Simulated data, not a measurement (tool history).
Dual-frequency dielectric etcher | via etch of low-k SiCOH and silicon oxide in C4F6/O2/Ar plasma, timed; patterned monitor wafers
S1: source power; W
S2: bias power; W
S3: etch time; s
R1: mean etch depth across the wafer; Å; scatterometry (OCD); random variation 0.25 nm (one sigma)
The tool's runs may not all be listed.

run,day,S1,S2,S3,R1
1,0.000,330,235,38.0,975.30
2,0.229,330,261,38.0,1020.60
3,0.296,280,261,38.0,920.46
4,0.321,270,260,38.0,898.79
5,0.608,300,260,38.0,960.77
6,0.850,290,258,38.0,937.65
7,1.221,280,256,38.0,920.76

Forecast run 8:
8,1.558,270,254,38.0,?

{"run 8": {"R1": 887.41}}
